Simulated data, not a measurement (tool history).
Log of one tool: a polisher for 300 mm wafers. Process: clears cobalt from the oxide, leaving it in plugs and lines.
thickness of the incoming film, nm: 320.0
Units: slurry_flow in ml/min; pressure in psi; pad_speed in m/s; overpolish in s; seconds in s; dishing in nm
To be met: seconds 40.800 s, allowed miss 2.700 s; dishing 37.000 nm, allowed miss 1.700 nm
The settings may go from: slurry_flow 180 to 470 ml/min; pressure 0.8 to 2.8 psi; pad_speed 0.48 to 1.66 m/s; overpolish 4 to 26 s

{"run": 1, "hour": 0.0, "slurry_flow": 300, "pressure": 1.8, "pad_speed": 1.06, "overpolish": 13, "seconds": 51.866, "dishing": 41.94}
{"run": 2, "hour": 7.7, "slurry_flow": 300, "pressure": 1.8, "pad_speed": 0.84, "overpolish": 13, "seconds": 64.473, "dishing": 38.553}
{"run": 3, "hour": 13.4, "slurry_flow": 300, "pressure": 2.1, "pad_speed": 0.84, "overpolish": 13, "seconds": 53.066, "dishing": 41.637}
{"run": 4, "hour": 18.7, "slurry_flow": 300, "pressure": 2.2, "pad_speed": 0.84, "overpolish": 12, "seconds": 52.938, "dishing": 41.374}
{"run": 5, "hour": 27.5, "slurry_flow": 300, "pressure": 2.2, "pad_speed": 1.0, "overpolish": 12, "seconds": 45.079, "dishing": 44.254}
{"run": 6, "hour": 36.4, "slurry_flow": 300, "pressure": 2.2, "pad_speed": 1.02, "overpolish": 11, "seconds": 43.935, "dishing": 41.892}
{"run": 7, "hour": 40.7, "slurry_flow": 300, "pressure": 2.2, "pad_speed": 1.02, "overpolish": 11, "seconds": 43.011, "dishing": 41.185}
{"run": 8, "hour": 44.0, "slurry_flow": 300, "pressure": 2.2, "pad_speed": 1.02, "overpolish": 10, "seconds": 45.035, "dishing": 39.08}
{"run": 9, "hour": 47.2, "slurry_flow": 300, "pressure": 2.4, "pad_speed": 1.04, "overpolish": 7, "seconds": 41.852, "dishing": 33.603}

Which of these 5 next moves meets every target?
{"run": "A", "hour": 50.4, "slurry_flow": 180, "pressure": 2.7, "pad_speed": 0.82, "overpolish": 7, "seconds": "?", "dishing": "?"}
{"run": "B", "hour": 50.4, "slurry_flow": 300, "pressure": 2.6, "pad_speed": 0.98, "overpolish": 8, "seconds": "?", "dishing": "?"}
{"run": "C", "hour": 50.4, "slurry_flow": 270, "pressure": 2.3, "pad_speed": 1.14, "overpolish": 9, "seconds": "?", "dishing": "?"}
{"run": "D", "hour": 50.4, "slurry_flow": 320, "pressure": 2.4, "pad_speed": 1.06, "overpolish": 6, "seconds": "?", "dishing": "?"}
{"run": "E", "hour": 50.4, "slurry_flow": 360, "pressure": 1.8, "pad_speed": 1.36, "overpolish": 10, "seconds": "?", "dishing": "?"}

move=A seconds=46.027 dishing=31.633
move=B seconds=39.943 dishing=38.112
move=C seconds=40.150 dishing=40.872
move=D seconds=40.347 dishing=31.118
move=E seconds=42.880 dishing=41.868
A: further off than the last run
B: meets every target
C: takes the result that was furthest off past its target
D: further off than the last run
E: takes the result that was furthest off past its target
Move B is the one to make.
